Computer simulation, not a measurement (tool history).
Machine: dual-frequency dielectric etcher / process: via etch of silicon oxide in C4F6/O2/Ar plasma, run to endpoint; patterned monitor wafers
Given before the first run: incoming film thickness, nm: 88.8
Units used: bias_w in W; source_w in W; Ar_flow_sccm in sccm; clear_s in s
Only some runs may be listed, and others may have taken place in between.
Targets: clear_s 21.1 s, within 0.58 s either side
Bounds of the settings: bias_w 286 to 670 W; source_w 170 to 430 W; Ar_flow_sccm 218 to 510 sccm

run	day	bias_w	source_w	Ar_flow_sccm	clear_s
1	0	478	300	364	23.509
2	0.283	478	300	411	23.928
3	0.508	538	300	411	22.049
4	0.788	496	300	411	23.451
5	1.062	496	300	353	23.088
6	1.212	506	300	353	22.688
7	1.329	514	300	353	22.731
8	1.371	523	300	353	22.151

5 next moves are on the table. One of them brings every result within its allowed miss. Which?
A	1.412	465	320	383	?
B	1.412	524	300	378	?
C	1.412	504	310	368	?
D	1.412	460	400	337	?
E	1.412	531	280	391	?

move	clear_s
A	23.289
B	22.279
C	22.414
D	21.051
E	22.858
A: moves away from the targets compared with the last run
B: moves away from the targets compared with the last run
C: moves away from the targets compared with the last run
D: all results land within tolerance of their targets
E: moves away from the targets compared with the last run
Go with D: it meets all targets.
